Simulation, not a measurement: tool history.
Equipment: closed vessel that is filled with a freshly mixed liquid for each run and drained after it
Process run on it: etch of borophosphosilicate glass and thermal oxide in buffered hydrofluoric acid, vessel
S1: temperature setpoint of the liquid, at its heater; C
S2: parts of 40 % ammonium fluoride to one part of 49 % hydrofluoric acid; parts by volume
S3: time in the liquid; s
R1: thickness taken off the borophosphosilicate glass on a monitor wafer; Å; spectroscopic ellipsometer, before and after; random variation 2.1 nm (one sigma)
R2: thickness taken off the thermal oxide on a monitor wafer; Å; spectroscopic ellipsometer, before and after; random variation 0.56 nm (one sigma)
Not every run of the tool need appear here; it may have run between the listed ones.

run  hour    S1    S2  S3      R1      R2
  1   0.0  22.0  10.5  60  1697.0  502.77
  2   6.4  22.0  10.5  40  1098.9  337.95
  3   8.9  24.0   9.5  40  1346.1  409.05
  4  11.3  22.0   9.5  40  1197.4  366.16
  5  19.9  24.0   8.5  40  1478.9  445.04
  6  21.9  24.0   7.0  40  1828.5  547.27
  7  26.2  25.5   7.0  40  1979.5  599.89

What does the tool deliver on the next run?
  8  31.6  26.5  7.0  40   ?   ?

Run 8 produced R1 2054.6 Å, R2 633.06 Å.

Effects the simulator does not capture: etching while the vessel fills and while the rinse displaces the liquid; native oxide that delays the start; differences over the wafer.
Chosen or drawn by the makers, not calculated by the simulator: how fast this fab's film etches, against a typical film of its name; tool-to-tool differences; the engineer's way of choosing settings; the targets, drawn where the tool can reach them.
